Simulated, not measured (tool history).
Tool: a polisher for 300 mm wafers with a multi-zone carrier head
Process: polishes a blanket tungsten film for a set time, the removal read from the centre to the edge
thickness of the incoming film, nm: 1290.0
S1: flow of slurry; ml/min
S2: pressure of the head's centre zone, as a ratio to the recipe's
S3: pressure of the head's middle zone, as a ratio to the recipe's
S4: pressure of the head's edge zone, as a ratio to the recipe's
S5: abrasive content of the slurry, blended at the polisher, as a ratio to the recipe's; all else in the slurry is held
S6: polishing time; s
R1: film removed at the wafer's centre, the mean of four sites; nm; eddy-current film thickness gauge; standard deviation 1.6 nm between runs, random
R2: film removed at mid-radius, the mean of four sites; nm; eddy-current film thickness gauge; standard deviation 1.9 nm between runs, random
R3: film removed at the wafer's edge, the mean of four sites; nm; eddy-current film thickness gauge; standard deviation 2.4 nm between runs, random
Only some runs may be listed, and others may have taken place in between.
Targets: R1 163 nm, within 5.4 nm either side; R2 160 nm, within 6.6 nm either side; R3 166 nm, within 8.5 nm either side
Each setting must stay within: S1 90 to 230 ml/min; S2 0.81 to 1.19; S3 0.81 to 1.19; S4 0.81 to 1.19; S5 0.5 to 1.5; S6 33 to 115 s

Run 1, hour 0: S1 150 ml/min, S2 1, S3 1, S4 1, S5 1, S6 73 s. Result: R1 229.39 nm, R2 229.43 nm, R3 225.19 nm.
Run 2, hour 1: S1 145 ml/min, S2 0.98, S3 0.97, S4 0.97, S5 0.85, S6 71 s. Result: R1 207.24 nm, R2 205.48 nm, R3 210.75 nm.
Run 3, hour 5.1: S1 145 ml/min, S2 0.98, S3 0.97, S4 0.97, S5 0.85, S6 85 s. Result: R1 251.75 nm, R2 245.33 nm, R3 243.72 nm.
Run 4, hour 12.1: S1 140 ml/min, S2 0.97, S3 0.96, S4 0.93, S5 0.75, S6 79 s. Result: R1 215.2 nm, R2 218.24 nm, R3 211.06 nm.
Run 5, hour 13.6: S1 160 ml/min, S2 0.97, S3 0.96, S4 0.93, S5 0.75, S6 79 s. Result: R1 220.63 nm, R2 222.55 nm, R3 218.87 nm.
Run 6, hour 21.7: S1 160 ml/min, S2 0.97, S3 1.01, S4 0.93, S5 0.75, S6 79 s. Result: R1 224.71 nm, R2 230.36 nm, R3 218.37 nm.
Run 7, hour 30.6: S1 130 ml/min, S2 0.95, S3 0.91, S4 0.87, S5 0.5, S6 64 s. Result: R1 148.17 nm, R2 149.34 nm, R3 151.14 nm.
Run 8, hour 35.2: S1 140 ml/min, S2 0.95, S3 0.91, S4 0.89, S5 0.5, S6 64 s. Result: R1 149.43 nm, R2 151.52 nm, R3 148.27 nm.
Run 9, hour 42.1: S1 135 ml/min, S2 0.96, S3 0.92, S4 0.9, S5 0.55, S6 63 s. Result: R1 156.89 nm, R2 150.72 nm, R3 155.54 nm.
At hour 46: worn pad replaced by a new one.
Run 10, hour 46: S1 135 ml/min, S2 0.96, S3 0.93, S4 0.92, S5 0.55, S6 63 s. Result: R1 174.3 nm, R2 172.42 nm, R3 169.58 nm.
Run 11, hour 50.7: S1 135 ml/min, S2 0.96, S3 0.92, S4 0.92, S5 0.55, S6 63 s. Result: R1 171.87 nm, R2 169.15 nm, R3 174.37 nm.

Below are 4 possible settings for the next run. Only one of them brings all results inside the allowed miss of their targets. Which is it?
Run A, hour 55.4: S1 145 ml/min, S2 1.05, S3 1.05, S4 0.97, S5 0.5, S6 65 s. Result: R1 ?, R2 ?, R3 ?.
Run B, hour 55.4: S1 175 ml/min, S2 0.97, S3 0.93, S4 1, S5 0.5, S6 59 s. Result: R1 ?, R2 ?, R3 ?.
Run C, hour 55.4: S1 145 ml/min, S2 0.85, S3 1.11, S4 0.91, S5 0.5, S6 63 s. Result: R1 ?, R2 ?, R3 ?.
Run D, hour 55.4: S1 115 ml/min, S2 0.93, S3 0.9, S4 0.89, S5 0.5, S6 71 s. Result: R1 ?, R2 ?, R3 ?.

move      R1      R2      R3
   A  188.59  194.37  177.67
   B  162.83  165.31  167.11
   C  147.77  196.93  167.01
   D  174.55  182.12  181.95
A: misses by more than the last run did
B: all results in spec
C: takes the biggest miss from the last run beyond its target
D: misses by more than the last run did
B meets every target.
